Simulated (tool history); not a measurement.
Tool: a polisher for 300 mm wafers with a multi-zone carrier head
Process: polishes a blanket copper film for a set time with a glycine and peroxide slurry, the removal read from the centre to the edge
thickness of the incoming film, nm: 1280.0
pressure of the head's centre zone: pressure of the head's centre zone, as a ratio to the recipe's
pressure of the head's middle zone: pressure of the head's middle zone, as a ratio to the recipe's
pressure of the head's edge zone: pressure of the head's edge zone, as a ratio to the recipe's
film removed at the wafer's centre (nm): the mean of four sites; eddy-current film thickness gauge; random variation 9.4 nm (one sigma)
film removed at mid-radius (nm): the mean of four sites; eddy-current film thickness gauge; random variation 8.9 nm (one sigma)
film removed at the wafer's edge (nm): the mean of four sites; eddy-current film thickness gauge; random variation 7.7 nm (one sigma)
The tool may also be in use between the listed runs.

| run | hour | flow of slurry (ml/min) | pressure of the head's centre zone | pressure of the head's middle zone | pressure of the head's edge zone | polishing time (s) | film removed at the wafer's centre (nm) | film removed at mid-radius (nm) | film removed at the wafer's edge (nm) |
|---|---|---|---|---|---|---|---|---|---|
| 1 | 0 | 215 | 1 | 1 | 1 | 59 | 429.58 | 422.09 | 408.5 |
| 2 | 3.4 | 255 | 1 | 1 | 1 | 59 | 437.52 | 418 | 412.37 |
| 3 | 6.3 | 255 | 1 | 1 | 0.93 | 59 | 432.86 | 430.58 | 402.65 |
| 4 | 10.4 | 255 | 1 | 1 | 0.85 | 59 | 424.13 | 425.57 | 386.26 |
| 5 | 14.7 | 255 | 1 | 1 | 0.81 | 59 | 436.66 | 426.6 | 381.44 |
| 6 | 23.2 | 305 | 1 | 1 | 0.81 | 59 | 451.56 | 430.2 | 383.21 |
| 7 | 25.7 | 300 | 1.01 | 1 | 0.85 | 66 | 497 | 489.75 | 437.82 |
| 8 | 26.2 | 300 | 1.04 | 0.98 | 0.88 | 71 | 546.77 | 519.21 | 475.66 |

Forecast run 9:
| 9 | 30.1 | 300 | 1.06 | 0.97 | 0.91 | 75 | ? | ? | ? |

{"run 9": {"film removed at the wafer's centre (nm)": 573.53, "film removed at mid-radius (nm)": 537.99, "film removed at the wafer's edge (nm)": 507.72}}
